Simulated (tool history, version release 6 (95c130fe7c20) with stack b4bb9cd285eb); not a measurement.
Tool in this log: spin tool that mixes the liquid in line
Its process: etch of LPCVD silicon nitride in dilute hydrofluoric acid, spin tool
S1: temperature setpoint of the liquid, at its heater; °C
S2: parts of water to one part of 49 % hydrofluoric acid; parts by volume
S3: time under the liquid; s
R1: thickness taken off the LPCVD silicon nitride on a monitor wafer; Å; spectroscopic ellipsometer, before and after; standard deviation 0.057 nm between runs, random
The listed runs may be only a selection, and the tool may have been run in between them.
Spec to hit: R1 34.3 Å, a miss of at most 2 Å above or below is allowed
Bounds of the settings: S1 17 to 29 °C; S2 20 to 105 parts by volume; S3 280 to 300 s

run,hour,S1,S2,S3,R1
1,0,21,55,280,20.522
2,4.9,22,55,280,22.278
3,8.5,22,40,280,30.143
4,9.7,23,40,280,32.045
5,11.3,23,40,280,31.139
6,19,23,30,280,43.253
7,26.5,23,30,280,42.864
8,31.5,22.5,30,280,41.227
9,37.6,22,30,280,38.536
10,44.6,21,30,280,37.352

Next run, 4 choices. One meets every target within its allowed miss, the rest don't. Which?
A,51.6,18,25,300,?
B,51.6,22.5,30,280,?
C,51.6,22,35,280,?
D,51.6,19,25,280,?

move,R1
A,37.478
B,40.248
C,33.501
D,37.555
A: no better and no worse than the last run
B: lands further from the targets than the last run did
C: in spec on every target
D: lands further from the targets than the last run did
Go with C: it meets all targets.
